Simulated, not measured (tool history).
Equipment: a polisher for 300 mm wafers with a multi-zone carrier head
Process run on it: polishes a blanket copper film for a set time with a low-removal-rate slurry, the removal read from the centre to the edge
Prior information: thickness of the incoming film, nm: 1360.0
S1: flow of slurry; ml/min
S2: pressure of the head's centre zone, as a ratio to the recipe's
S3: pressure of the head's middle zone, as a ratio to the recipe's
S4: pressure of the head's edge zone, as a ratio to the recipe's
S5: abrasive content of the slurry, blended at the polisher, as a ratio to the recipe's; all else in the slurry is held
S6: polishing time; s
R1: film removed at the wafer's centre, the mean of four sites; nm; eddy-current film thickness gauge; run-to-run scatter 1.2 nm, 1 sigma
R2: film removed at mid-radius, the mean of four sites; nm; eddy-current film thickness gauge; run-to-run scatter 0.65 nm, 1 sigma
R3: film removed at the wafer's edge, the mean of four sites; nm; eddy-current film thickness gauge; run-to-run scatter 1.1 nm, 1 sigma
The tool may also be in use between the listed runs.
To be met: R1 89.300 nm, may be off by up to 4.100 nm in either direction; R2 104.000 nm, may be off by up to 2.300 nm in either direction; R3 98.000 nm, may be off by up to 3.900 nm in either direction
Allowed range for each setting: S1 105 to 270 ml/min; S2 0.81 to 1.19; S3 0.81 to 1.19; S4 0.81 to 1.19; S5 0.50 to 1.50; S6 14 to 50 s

run 1 hour=0.0 | S1=175 S2=1.00 S3=1.00 S4=1.00 S5=1.00 S6=32 | R1=74.254 R2=73.110 R3=71.122
run 2 hour=5.8 | S1=175 S2=1.00 S3=1.00 S4=0.94 S5=1.00 S6=32 | R1=73.367 R2=72.968 R3=69.743
run 3 hour=11.9 | S1=175 S2=1.00 S3=1.00 S4=0.94 S5=1.10 S6=32 | R1=74.112 R2=73.743 R3=70.686
run 4 hour=16.9 | S1=185 S2=0.98 S3=1.03 S4=0.99 S5=1.20 S6=33 | R1=78.216 R2=79.862 R3=74.613
run 5 hour=22.4 | S1=185 S2=0.98 S3=1.03 S4=0.99 S5=1.20 S6=29 | R1=67.675 R2=71.520 R3=66.347
run 6 hour=23.3 | S1=185 S2=0.98 S3=1.03 S4=0.99 S5=1.35 S6=29 | R1=69.217 R2=72.544 R3=67.963
run 7 hour=30.2 | S1=180 S2=0.95 S3=1.04 S4=1.03 S5=1.40 S6=32 | R1=72.967 R2=80.145 R3=76.210
run 8 hour=35.9 | S1=180 S2=0.95 S3=1.06 S4=1.06 S5=1.45 S6=34 | R1=78.258 R2=87.723 R3=84.686
run 9 hour=43.4 | S1=190 S2=0.96 S3=1.08 S4=1.09 S5=1.45 S6=34 | R1=80.883 R2=90.573 R3=84.228
run 10 hour=45.9 | S1=190 S2=0.95 S3=1.08 S4=1.11 S5=1.45 S6=35 | R1=82.057 R2=92.818 R3=87.047
run 11 hour=48.2 | S1=190 S2=0.95 S3=1.08 S4=1.11 S5=1.45 S6=35 | R1=81.498 R2=92.844 R3=89.175
run 12 hour=51.7 | S1=200 S2=0.95 S3=1.09 S4=1.13 S5=1.45 S6=35 | R1=84.655 R2=93.418 R3=89.021
run 13 hour=56.8 | S1=205 S2=0.94 S3=1.10 S4=1.14 S5=1.45 S6=36 | R1=85.134 R2=97.407 R3=93.102
run 14 hour=63.8 | S1=210 S2=0.94 S3=1.11 S4=1.15 S5=1.45 S6=36 | R1=85.516 R2=99.746 R3=92.534
run 15 hour=72.0 | S1=215 S2=0.94 S3=1.11 S4=1.16 S5=1.45 S6=36 | R1=87.142 R2=100.820 R3=93.781
run 16 hour=74.4 | S1=220 S2=0.94 S3=1.11 S4=1.17 S5=1.45 S6=36 | R1=87.190 R2=99.361 R3=94.787
run 17 hour=75.4 | S1=225 S2=0.94 S3=1.12 S4=1.18 S5=1.45 S6=36 | R1=88.943 R2=101.480 R3=93.803

Pick the move, out of 4, that brings all results within their allowed miss; only one does.
run A hour=76.4 | S1=255 S2=0.93 S3=1.06 S4=1.16 S5=1.45 S6=36 | R1=? R2=? R3=?
run B hour=76.4 | S1=220 S2=0.97 S3=1.10 S4=1.19 S5=1.50 S6=36 | R1=? R2=? R3=?
run C hour=76.4 | S1=205 S2=0.95 S3=1.09 S4=1.16 S5=1.50 S6=36 | R1=? R2=? R3=?
run D hour=76.4 | S1=255 S2=0.90 S3=1.08 S4=1.12 S5=1.35 S6=38 | R1=? R2=? R3=?

move=A R1=86.235 R2=98.479 R3=94.366
move=B R1=88.706 R2=100.360 R3=94.618
move=C R1=85.881 R2=98.590 R3=92.898
move=D R1=86.914 R2=104.250 R3=96.827
A: misses by more than the last run did
B: misses by more than the last run did
C: misses by more than the last run did
D: each result inside its tolerance
Answer: D
